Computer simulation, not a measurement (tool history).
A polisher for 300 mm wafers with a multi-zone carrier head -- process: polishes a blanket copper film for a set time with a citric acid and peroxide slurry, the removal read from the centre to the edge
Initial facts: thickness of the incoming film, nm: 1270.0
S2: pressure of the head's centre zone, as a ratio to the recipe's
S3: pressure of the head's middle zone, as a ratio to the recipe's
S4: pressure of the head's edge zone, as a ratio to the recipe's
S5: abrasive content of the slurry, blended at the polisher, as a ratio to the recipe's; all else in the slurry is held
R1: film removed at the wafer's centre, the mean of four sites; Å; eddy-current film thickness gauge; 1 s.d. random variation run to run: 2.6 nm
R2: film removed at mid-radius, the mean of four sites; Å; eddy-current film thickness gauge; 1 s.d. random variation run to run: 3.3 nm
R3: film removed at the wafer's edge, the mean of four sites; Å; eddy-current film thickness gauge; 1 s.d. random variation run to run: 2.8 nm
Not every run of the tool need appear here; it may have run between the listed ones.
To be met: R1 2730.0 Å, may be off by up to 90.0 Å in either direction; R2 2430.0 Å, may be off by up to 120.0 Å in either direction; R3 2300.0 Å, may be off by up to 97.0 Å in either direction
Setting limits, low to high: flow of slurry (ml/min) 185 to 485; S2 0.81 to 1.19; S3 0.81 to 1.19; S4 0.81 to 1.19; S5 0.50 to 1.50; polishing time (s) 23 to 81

{"run": 1, "hour": 0.0, "flow of slurry (ml/min)": 310, "S2": 1.0, "S3": 1.0, "S4": 1.0, "S5": 1.0, "polishing time (s)": 52, "R1": 1846.8, "R2": 1858.1, "R3": 1767.2}
{"run": 2, "hour": 7.6, "flow of slurry (ml/min)": 240, "S2": 1.0, "S3": 1.0, "S4": 1.0, "S5": 1.0, "polishing time (s)": 52, "R1": 1773.4, "R2": 1802.5, "R3": 1776.4}
{"run": 3, "hour": 13.2, "flow of slurry (ml/min)": 245, "S2": 1.02, "S3": 1.01, "S4": 1.01, "S5": 1.05, "polishing time (s)": 53, "R1": 1876.1, "R2": 1853.3, "R3": 1830.8}
{"run": 4, "hour": 16.1, "flow of slurry (ml/min)": 245, "S2": 1.02, "S3": 1.01, "S4": 1.01, "S5": 1.25, "polishing time (s)": 53, "R1": 1958.4, "R2": 1942.9, "R3": 1901.0}
{"run": 5, "hour": 20.2, "flow of slurry (ml/min)": 245, "S2": 1.03, "S3": 1.02, "S4": 1.02, "S5": 1.3, "polishing time (s)": 54, "R1": 2075.5, "R2": 2019.1, "R3": 1994.1}
{"run": 6, "hour": 24.9, "flow of slurry (ml/min)": 250, "S2": 1.04, "S3": 1.03, "S4": 1.03, "S5": 1.3, "polishing time (s)": 54, "R1": 2098.5, "R2": 2018.7, "R3": 2018.2}
{"run": 7, "hour": 32.1, "flow of slurry (ml/min)": 255, "S2": 1.05, "S3": 1.04, "S4": 1.03, "S5": 1.3, "polishing time (s)": 54, "R1": 2090.1, "R2": 2061.5, "R3": 1968.3}
{"run": 8, "hour": 36.1, "flow of slurry (ml/min)": 260, "S2": 1.06, "S3": 1.04, "S4": 1.04, "S5": 1.3, "polishing time (s)": 55, "R1": 2139.3, "R2": 2132.2, "R3": 2046.5}
{"run": 9, "hour": 42.7, "flow of slurry (ml/min)": 265, "S2": 1.07, "S3": 1.04, "S4": 1.04, "S5": 1.3, "polishing time (s)": 55, "R1": 2154.4, "R2": 2117.1, "R3": 2022.7}
{"run": 10, "hour": 47.6, "flow of slurry (ml/min)": 265, "S2": 1.08, "S3": 1.04, "S4": 1.04, "S5": 1.3, "polishing time (s)": 56, "R1": 2259.6, "R2": 2198.9, "R3": 2079.1}
{"run": 11, "hour": 55.9, "flow of slurry (ml/min)": 290, "S2": 1.18, "S3": 1.07, "S4": 1.13, "S5": 1.5, "polishing time (s)": 57, "R1": 2625.5, "R2": 2357.2, "R3": 2287.2}

Exercise: of the 5 proposed moves below, exactly one satisfies all targets within the stated allowed misses. Which move is it?
{"run": "A", "hour": 64.2, "flow of slurry (ml/min)": 290, "S2": 1.15, "S3": 0.99, "S4": 1.17, "S5": 1.5, "polishing time (s)": 57, "R1": "?", "R2": "?", "R3": "?"}
{"run": "B", "hour": 64.2, "flow of slurry (ml/min)": 225, "S2": 1.19, "S3": 0.98, "S4": 1.14, "S5": 1.5, "polishing time (s)": 65, "R1": "?", "R2": "?", "R3": "?"}
{"run": "C", "hour": 64.2, "flow of slurry (ml/min)": 295, "S2": 1.19, "S3": 1.07, "S4": 1.07, "S5": 1.5, "polishing time (s)": 58, "R1": "?", "R2": "?", "R3": "?"}
{"run": "D", "hour": 64.2, "flow of slurry (ml/min)": 285, "S2": 1.12, "S3": 1.09, "S4": 1.14, "S5": 1.5, "polishing time (s)": 58, "R1": "?", "R2": "?", "R3": "?"}
{"run": "E", "hour": 64.2, "flow of slurry (ml/min)": 185, "S2": 1.19, "S3": 0.85, "S4": 1.19, "S5": 1.25, "polishing time (s)": 69, "R1": "?", "R2": "?", "R3": "?"}

move=A R1=2570.5 R2=2236.9 R3=2269.9
move=B R1=2954.5 R2=2469.0 R3=2517.6
move=C R1=2713.1 R2=2434.5 R3=2234.2
move=D R1=2544.5 R2=2466.7 R3=2281.4
move=E R1=2920.6 R2=2175.3 R3=2556.5
A: its largest miss is bigger than the last run's
B: takes the result that was furthest off past its target
C: each result inside its tolerance
D: its largest miss is bigger than the last run's
E: takes the result that was furthest off past its target
Move C is the one to make.
